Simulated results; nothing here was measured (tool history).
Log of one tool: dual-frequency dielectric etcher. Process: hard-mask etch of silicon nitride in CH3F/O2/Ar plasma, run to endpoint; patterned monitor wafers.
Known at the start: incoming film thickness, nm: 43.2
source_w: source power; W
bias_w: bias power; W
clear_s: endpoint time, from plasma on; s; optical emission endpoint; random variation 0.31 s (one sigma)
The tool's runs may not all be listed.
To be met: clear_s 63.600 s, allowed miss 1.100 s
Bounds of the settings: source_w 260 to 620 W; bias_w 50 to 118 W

run	hour	source_w	bias_w	clear_s
1	0.0	440	84	57.738
2	8.9	500	84	55.596
3	14.6	460	82	56.816
4	23.2	430	82	58.573
5	24.4	470	82	56.717
6	25.3	530	82	54.538
7	29.6	440	73	61.803
8	30.7	430	73	62.157

4 next moves are on the table. One of them brings every result within its allowed miss. Which?
A	31.8	430	77	?
B	31.8	410	78	?
C	31.8	370	77	?
D	31.8	550	67	?

move	clear_s
A	60.259
B	60.930
C	63.541
D	58.657
A: further off than the last run
B: further off than the last run
C: meets every target
D: further off than the last run
Move C is the one to make.
